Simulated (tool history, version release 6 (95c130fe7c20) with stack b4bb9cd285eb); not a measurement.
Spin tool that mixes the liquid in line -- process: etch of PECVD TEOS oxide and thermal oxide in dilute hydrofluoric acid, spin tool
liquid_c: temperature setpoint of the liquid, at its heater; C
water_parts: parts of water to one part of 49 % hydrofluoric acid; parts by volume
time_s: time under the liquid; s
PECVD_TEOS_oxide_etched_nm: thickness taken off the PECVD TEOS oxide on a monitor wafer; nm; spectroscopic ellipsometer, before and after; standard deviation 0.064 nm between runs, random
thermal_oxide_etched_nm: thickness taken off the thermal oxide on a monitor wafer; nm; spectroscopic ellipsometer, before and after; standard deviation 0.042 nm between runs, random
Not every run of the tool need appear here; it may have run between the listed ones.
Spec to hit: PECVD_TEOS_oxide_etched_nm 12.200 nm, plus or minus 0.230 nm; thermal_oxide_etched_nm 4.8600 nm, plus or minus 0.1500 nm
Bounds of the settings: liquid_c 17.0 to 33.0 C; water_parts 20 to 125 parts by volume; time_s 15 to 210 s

run,hour,liquid_c,water_parts,time_s,PECVD_TEOS_oxide_etched_nm,thermal_oxide_etched_nm
1,0.0,25.0,70,105,19.696,7.8311
2,2.4,25.0,80,105,16.813,6.6976
3,4.1,25.0,100,105,13.190,5.2376
4,4.7,24.5,100,105,12.815,5.2057
5,12.1,24.5,100,125,15.380,6.1569
6,19.4,23.0,100,125,14.501,5.7766
7,23.9,22.0,100,125,13.863,5.6625
8,24.8,21.5,100,125,13.625,5.4396
9,28.5,21.0,100,125,13.390,5.2767
10,35.4,20.5,100,125,13.201,5.1578

Consider the 4 candidate settings below. Which is the only one whose results all fall within their allowed miss of target?
A,42.3,20.0,100,120,?,?
B,42.3,22.5,85,105,?,?
C,42.3,21.0,105,115,?,?
D,42.3,20.0,115,135,?,?

move,PECVD_TEOS_oxide_etched_nm,thermal_oxide_etched_nm
A,12.334,4.8668
B,14.309,5.6459
C,11.660,4.6010
D,11.868,4.6828
A: every result within its allowed miss
B: moves away from the targets compared with the last run
C: moves the result that the last run missed by most past its target, out the other side
D: moves the result that the last run missed by most past its target, out the other side
Correct choice: A, which meets every target
